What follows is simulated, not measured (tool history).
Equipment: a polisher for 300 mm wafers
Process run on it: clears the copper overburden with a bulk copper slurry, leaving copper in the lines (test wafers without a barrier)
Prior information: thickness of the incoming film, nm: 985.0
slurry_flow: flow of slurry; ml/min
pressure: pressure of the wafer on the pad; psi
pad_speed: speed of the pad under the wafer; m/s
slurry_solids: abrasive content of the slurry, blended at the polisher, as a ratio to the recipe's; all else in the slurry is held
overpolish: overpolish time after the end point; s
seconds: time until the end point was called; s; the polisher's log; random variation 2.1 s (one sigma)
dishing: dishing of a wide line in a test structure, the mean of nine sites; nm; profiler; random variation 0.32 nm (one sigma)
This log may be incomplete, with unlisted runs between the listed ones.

run 1 hour=0 | slurry_flow=195 pressure=1.7 pad_speed=1.08 slurry_solids=1 overpolish=9 | seconds=148.8 dishing=28.235
run 2 hour=4.4 | slurry_flow=165 pressure=1.7 pad_speed=1.08 slurry_solids=1 overpolish=9 | seconds=153.2 dishing=27.012
run 3 hour=9.8 | slurry_flow=165 pressure=1.3 pad_speed=1.08 slurry_solids=1 overpolish=9 | seconds=196.18 dishing=23.88
run 4 hour=12.5 | slurry_flow=165 pressure=1.3 pad_speed=0.86 slurry_solids=1 overpolish=9 | seconds=239.34 dishing=21.083
run 5 hour=18.2 | slurry_flow=170 pressure=1.5 pad_speed=0.86 slurry_solids=1 overpolish=8 | seconds=205.32 dishing=20.924
run 6 hour=22.4 | slurry_flow=175 pressure=1.6 pad_speed=0.86 slurry_solids=1 overpolish=8 | seconds=188.65 dishing=22.412
run 7 hour=29.1 | slurry_flow=180 pressure=1.7 pad_speed=0.86 slurry_solids=1 overpolish=8 | seconds=187.37 dishing=23.438
run 8 hour=33.3 | slurry_flow=185 pressure=1.8 pad_speed=0.88 slurry_solids=1 overpolish=7 | seconds=171.05 dishing=22.414
run 9 hour=36.5 | slurry_flow=190 pressure=1.9 pad_speed=0.88 slurry_solids=1 overpolish=7 | seconds=156.08 dishing=23.233

Expected results for the next run?
run 10 hour=40.7 | slurry_flow=195 pressure=2 pad_speed=0.88 slurry_solids=1 overpolish=7 | seconds=? dishing=?

Run 10 came out at seconds 151.36 s, dishing 24.003 nm.
